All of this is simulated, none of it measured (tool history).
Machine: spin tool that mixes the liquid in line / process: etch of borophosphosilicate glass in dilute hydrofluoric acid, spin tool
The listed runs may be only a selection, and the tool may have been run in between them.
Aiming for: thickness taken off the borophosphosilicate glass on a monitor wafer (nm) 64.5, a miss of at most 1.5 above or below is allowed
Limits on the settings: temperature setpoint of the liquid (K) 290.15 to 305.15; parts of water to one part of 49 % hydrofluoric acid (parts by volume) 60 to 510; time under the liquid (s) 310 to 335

| run | day | temperature setpoint of the liquid (K) | parts of water to one part of 49 % hydrofluoric acid (parts by volume) | time under the liquid (s) | thickness taken off the borophosphosilicate glass on a monitor wafer (nm) |
|---|---|---|---|---|---|
| 1 | 0 | 297.15 | 285 | 310 | 34.118 |
| 2 | 0.333 | 297.15 | 285 | 310 | 33.906 |
| 3 | 0.671 | 299.65 | 260 | 310 | 41.276 |
| 4 | 0.912 | 299.65 | 260 | 335 | 44.588 |
| 5 | 0.975 | 301.15 | 240 | 335 | 51.851 |
| 6 | 1.096 | 303.15 | 240 | 335 | 55.124 |
| 7 | 1.258 | 303.65 | 230 | 335 | 59.991 |
| 8 | 1.388 | 304.15 | 230 | 335 | 59.526 |

Which of these 4 next moves meets every target?
| A | 1.517 | 305.15 | 215 | 335 | ? |
| B | 1.517 | 305.15 | 235 | 335 | ? |
| C | 1.517 | 303.65 | 200 | 325 | ? |
| D | 1.517 | 303.65 | 215 | 335 | ? |

| move | thickness taken off the borophosphosilicate glass on a monitor wafer (nm) |
|---|---|
| A | 67.646 |
| B | 60.297 |
| C | 68.481 |
| D | 64.403 |
A: moves the result that the last run missed by most past its target, out the other side
B: closer than the last run, but not yet in spec
C: moves the result that the last run missed by most past its target, out the other side
D: each result inside its tolerance
D is the move that brings every result within its allowed miss.
